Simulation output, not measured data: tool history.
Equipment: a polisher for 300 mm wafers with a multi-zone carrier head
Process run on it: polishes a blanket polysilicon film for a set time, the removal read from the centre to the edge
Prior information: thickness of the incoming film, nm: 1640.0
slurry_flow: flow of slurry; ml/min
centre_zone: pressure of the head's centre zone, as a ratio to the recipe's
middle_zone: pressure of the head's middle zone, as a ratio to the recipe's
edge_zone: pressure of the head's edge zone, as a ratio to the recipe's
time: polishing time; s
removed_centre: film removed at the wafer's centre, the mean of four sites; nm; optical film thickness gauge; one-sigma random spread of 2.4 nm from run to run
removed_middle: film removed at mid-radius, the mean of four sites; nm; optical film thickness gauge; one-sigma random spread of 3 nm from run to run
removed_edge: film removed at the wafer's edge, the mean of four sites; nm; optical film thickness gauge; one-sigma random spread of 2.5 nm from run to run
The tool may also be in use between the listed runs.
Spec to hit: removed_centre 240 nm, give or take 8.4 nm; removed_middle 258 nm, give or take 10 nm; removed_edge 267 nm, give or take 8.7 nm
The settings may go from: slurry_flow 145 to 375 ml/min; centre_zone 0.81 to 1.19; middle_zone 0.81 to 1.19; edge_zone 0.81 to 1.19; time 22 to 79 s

run  hour  slurry_flow  centre_zone  middle_zone  edge_zone  time  removed_centre  removed_middle  removed_edge
  1     0          240            1            1          1    50          434.02          446.14        424.06
  2   1.7          285            1            1          1    50          450.32          445.04        428.93
  3   5.1          275         0.95         0.96       0.97    43          362.87          369.77        373.73
  4  10.2          275         0.95            1       0.97    43          365.85          380.64        367.08
  5  11.5          270         0.92         0.98       0.95    38          310.88          325.98        318.87
  6    14          290         0.92         0.98       0.95    38          311.52          327.46        322.49
  7  16.6          290         0.89         0.96       0.92    36          283.24          306.21        299.62
  8  23.2          290         0.87         0.92       0.89    35          274.09          292.51        289.15
  9  29.4          230         0.81         0.84       0.86    32          222.33           242.4        253.25
 10  31.6          245         0.82         0.85       0.87    32          226.14          239.34        260.78
 11  33.8          250         0.86         0.94       0.84    33          247.42          272.92        264.94

Below are 4 possible settings for the next run. Only one of them brings all results inside the allowed miss of their targets. Which is it?
  A    36          210         0.85         1.08       0.83    33               ?               ?             ?
  B    36          315         0.82         0.86       0.84    33               ?               ?             ?
  C    36          230         0.81         0.99       0.81    34               ?               ?             ?
  D    36          270          0.9         1.08       0.82    32               ?               ?             ?

move  removed_centre  removed_middle  removed_edge
   A          236.36          304.31        256.29
   B          239.95          263.63        267.54
   C          235.07          294.94        264.57
   D          251.55          304.53        253.42
A: lands further from the targets than the last run did
B: meets every target
C: lands further from the targets than the last run did
D: lands further from the targets than the last run did
B meets every target.
